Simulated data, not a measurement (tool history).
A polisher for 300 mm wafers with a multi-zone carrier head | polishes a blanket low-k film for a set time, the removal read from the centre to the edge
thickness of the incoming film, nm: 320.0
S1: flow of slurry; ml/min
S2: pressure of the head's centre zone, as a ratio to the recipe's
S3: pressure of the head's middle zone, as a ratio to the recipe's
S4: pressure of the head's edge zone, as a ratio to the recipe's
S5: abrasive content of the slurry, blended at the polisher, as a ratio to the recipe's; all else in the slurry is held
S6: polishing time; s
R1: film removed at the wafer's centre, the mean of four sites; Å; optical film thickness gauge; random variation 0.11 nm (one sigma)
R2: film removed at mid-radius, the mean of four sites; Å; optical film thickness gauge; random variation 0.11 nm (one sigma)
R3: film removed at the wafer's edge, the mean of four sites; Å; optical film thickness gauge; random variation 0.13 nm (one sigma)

run,hour,S1,S2,S3,S4,S5,S6,R1,R2,R3
1,0.0,130,1.00,1.00,1.00,1.00,35,163.56,166.17,169.34
2,7.7,125,0.97,1.00,0.97,0.90,34,148.56,152.73,154.22
3,10.2,145,0.97,1.00,0.97,0.90,34,152.56,159.02,158.12
4,12.1,145,0.97,1.00,0.97,0.90,31,140.89,143.99,143.10
5,16.6,135,0.94,1.00,0.95,0.85,31,131.58,138.55,135.36
6,18.3,125,0.91,1.00,0.94,0.80,31,121.38,131.56,129.94
7,21.2,120,0.89,1.00,0.92,0.80,31,117.30,128.70,125.29
8,26.3,115,0.87,1.00,0.91,0.80,31,113.01,127.54,126.72

The next listed run, before its measurement:
9,31.5,110,0.86,1.00,0.89,0.80,31,?,?,?

{"run 9": {"R1": 110.38, "R2": 126.75, "R3": 124.6}}
